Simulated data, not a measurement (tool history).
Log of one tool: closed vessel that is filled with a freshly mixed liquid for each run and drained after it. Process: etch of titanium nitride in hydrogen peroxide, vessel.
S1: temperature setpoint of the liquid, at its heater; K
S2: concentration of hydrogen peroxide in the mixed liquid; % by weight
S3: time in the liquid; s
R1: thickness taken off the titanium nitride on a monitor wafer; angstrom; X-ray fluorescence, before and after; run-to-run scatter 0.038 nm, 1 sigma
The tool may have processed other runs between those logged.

{"run": 1, "hour": 0.0, "S1": 319.15, "S2": 18, "S3": 225, "R1": 42.101}
{"run": 2, "hour": 2.6, "S1": 321.15, "S2": 18, "S3": 225, "R1": 48.875}
{"run": 3, "hour": 5.1, "S1": 321.15, "S2": 20.5, "S3": 225, "R1": 50.229}
{"run": 4, "hour": 9.9, "S1": 325.65, "S2": 20.5, "S3": 225, "R1": 69.479}
{"run": 5, "hour": 11.8, "S1": 321.65, "S2": 20.5, "S3": 225, "R1": 52.206}
{"run": 6, "hour": 18.5, "S1": 323.15, "S2": 20.5, "S3": 225, "R1": 57.995}
{"run": 7, "hour": 24.8, "S1": 324.65, "S2": 20.5, "S3": 225, "R1": 64.663}
{"run": 8, "hour": 28.2, "S1": 325.65, "S2": 20.5, "S3": 225, "R1": 69.829}
{"run": 9, "hour": 37.2, "S1": 326.65, "S2": 20.5, "S3": 225, "R1": 74.532}
{"run": 10, "hour": 46.3, "S1": 327.65, "S2": 20.5, "S3": 225, "R1": 79.588}

Run 11 has not been measured yet. What should we expect?
{"run": 11, "hour": 48.0, "S1": 328.15, "S2": 20.5, "S3": 225, "R1": "?"}

Run 11 yielded R1 83.503 angstrom.

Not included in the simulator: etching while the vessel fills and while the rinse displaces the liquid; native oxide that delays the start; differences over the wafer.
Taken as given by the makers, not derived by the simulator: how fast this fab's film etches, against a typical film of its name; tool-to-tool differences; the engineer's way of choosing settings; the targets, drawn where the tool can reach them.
